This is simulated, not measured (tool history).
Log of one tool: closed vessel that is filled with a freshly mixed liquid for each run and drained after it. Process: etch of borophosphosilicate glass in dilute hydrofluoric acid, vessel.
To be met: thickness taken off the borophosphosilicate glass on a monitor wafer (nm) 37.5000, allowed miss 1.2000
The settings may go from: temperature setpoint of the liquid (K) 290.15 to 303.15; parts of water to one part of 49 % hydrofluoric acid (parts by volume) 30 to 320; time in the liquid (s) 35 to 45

run    day  temperature setpoint of the liquid (K)  parts of water to one part of 49 % hydrofluoric acid (parts by volume)  time in the liquid (s)  thickness taken off the borophosphosilicate glass on a monitor wafer (nm)
  1  0.000                                  295.15                                                                     175                      45                                                                    10.7890
  2  0.154                                  293.15                                                                     175                      45                                                                    10.0500
  3  0.479                                  293.15                                                                     175                      35                                                                     7.7980
  4  0.608                                  293.15                                                                     200                      35                                                                     6.5904
  5  0.888                                  295.15                                                                     165                      35                                                                     8.9750
  6  1.117                                  293.15                                                                     165                      35                                                                     8.1949
  7  1.175                                  295.15                                                                     135                      35                                                                    11.3640
  8  1.483                                  296.65                                                                     110                      35                                                                    15.2400
     1.788  -- thermometer replaced
  9  1.788                                  298.15                                                                      95                      35                                                                    17.9590
 10  1.842                                  298.15                                                                      95                      35                                                                    18.2520
 11  2.121                                  299.15                                                                      80                      35                                                                    22.8610
 12  2.346                                  300.15                                                                      75                      35                                                                    25.2960

5 next moves are on the table. One of them brings every result within its allowed miss. Which?
  A  2.571                                  301.15                                                                     145                      45                                                                          ?
  B  2.571                                  303.15                                                                      70                      40                                                                          ?
  C  2.571                                  303.15                                                                      80                      45                                                                          ?
  D  2.571                                  298.15                                                                      75                      45                                                                          ?
  E  2.571                                  301.65                                                                      70                      45                                                                          ?

move  thickness taken off the borophosphosilicate glass on a monitor wafer (nm)
   A                                                                    16.0900
   B                                                                    35.3910
   C                                                                    34.3290
   D                                                                    30.3260
   E                                                                    37.5670
A: further off than the last run
B: nearer than the last run, and not there yet
C: nearer than the last run, and not there yet
D: nearer than the last run, and not there yet
E: meets every target
Answer: E

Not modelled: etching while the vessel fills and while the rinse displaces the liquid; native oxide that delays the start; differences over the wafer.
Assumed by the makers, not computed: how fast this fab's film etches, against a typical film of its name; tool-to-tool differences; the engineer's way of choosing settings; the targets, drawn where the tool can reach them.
